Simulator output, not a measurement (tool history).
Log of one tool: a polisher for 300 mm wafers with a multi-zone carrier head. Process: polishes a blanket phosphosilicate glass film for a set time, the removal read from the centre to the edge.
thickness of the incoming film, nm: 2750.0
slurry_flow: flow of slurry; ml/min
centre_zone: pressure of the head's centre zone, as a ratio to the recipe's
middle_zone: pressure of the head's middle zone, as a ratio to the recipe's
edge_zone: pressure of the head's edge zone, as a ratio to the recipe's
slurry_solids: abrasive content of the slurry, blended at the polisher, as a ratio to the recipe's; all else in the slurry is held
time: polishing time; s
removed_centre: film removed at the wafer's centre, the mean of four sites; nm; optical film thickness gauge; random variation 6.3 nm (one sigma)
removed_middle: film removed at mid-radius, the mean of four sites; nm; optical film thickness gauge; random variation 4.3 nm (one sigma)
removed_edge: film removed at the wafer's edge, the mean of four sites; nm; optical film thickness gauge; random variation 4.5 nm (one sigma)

run	hour	slurry_flow	centre_zone	middle_zone	edge_zone	slurry_solids	time	removed_centre	removed_middle	removed_edge
1	0	190	1	1	1	1	88	832.68	829.38	811.43
2	7.9	190	1	0.96	1	1	88	834.64	811.98	808.69
3	16.2	235	1	0.96	1	1	88	841.67	827.04	831.14
4	19.1	250	1	0.96	1	1	88	840.85	834.57	835.31
5	23.7	235	1.02	0.93	0.94	0.85	85	753.42	707.76	694.71
6	30.5	235	1.02	0.87	0.94	0.85	85	753.74	690.86	701.41
7	38.6	235	1.02	0.87	0.94	0.85	85	761.87	679	711.52
8	39.8	225	1.03	0.86	0.9	0.75	85	688.41	615.98	636.9
9	48.4	210	1.06	0.87	0.87	0.7	85	665.19	574.67	570.04
10	50.5	200	1.07	0.87	0.87	0.7	85	653.72	575.56	568.63
11	51.1	190	1.09	0.86	0.87	0.7	85	649.48	567.87	560.32
12	53.7	185	1.11	0.85	0.86	0.7	85	683.98	554.73	566.2
13	59.6	185	1.11	0.85	0.86	0.7	85	674.69	560.15	562.81
14	61.8	175	1.11	0.85	0.85	0.7	85	669.99	553.51	556.99
15	62.4	170	1.11	0.85	0.84	0.7	85	653.16	547.63	557.56
16	67.7	170	1.12	0.86	0.83	0.7	85	664.92	561.41	546.77
17	74.1	140	1.11	0.84	0.81	0.7	85	640.56	521.45	528.22

Run 18 comes next. What will it give?
18	81.8	140	1.11	0.84	0.81	0.7	85	?	?	?

Run 18 gave removed_centre 636.28 nm, removed_middle 527.91 nm, removed_edge 529.79 nm.

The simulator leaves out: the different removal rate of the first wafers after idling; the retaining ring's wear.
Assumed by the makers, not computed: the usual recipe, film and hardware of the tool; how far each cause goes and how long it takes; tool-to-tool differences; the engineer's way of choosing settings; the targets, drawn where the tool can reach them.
